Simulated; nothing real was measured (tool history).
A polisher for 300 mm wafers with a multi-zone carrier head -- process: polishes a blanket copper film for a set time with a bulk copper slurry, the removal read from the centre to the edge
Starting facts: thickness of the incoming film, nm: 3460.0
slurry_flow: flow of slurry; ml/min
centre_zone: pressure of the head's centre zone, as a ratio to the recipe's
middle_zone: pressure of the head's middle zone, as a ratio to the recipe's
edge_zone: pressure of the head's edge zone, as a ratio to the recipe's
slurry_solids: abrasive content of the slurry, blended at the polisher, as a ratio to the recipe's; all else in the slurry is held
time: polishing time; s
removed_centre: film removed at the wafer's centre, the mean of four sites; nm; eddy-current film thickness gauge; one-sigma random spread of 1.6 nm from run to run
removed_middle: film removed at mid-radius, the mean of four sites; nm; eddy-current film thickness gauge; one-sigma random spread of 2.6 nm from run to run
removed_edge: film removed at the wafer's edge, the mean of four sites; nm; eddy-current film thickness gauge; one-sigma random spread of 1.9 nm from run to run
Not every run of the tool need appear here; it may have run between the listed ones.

run	hour	slurry_flow	centre_zone	middle_zone	edge_zone	slurry_solids	time	removed_centre	removed_middle	removed_edge
1	0	220	1	1	1	1	39	268.01	272.71	282.57
2	6.4	220	1	1	1	1	45	309.3	318.15	322.57
3	10.2	220	1	1.04	1	1	45	309.96	324.91	321.14
4	10.7	220	0.95	1.04	1	1	45	295.9	329.83	322.32
5	17.9	210	0.93	1.04	0.96	0.9	45	279.56	315.87	309.58
6	22.7	210	1	1.04	0.96	0.9	45	300.58	318.14	301.74
7	29	200	0.96	1.04	0.93	0.8	45	278.32	307.97	291.83
8	36	190	0.94	1.05	0.91	0.75	45	272.8	305.04	285.86

The next listed run, before its measurement:
9	43.7	175	0.84	1.09	0.84	0.5	43	?	?	?

Run 9 gave removed_centre 213.03 nm, removed_middle 272.78 nm, removed_edge 238.92 nm.
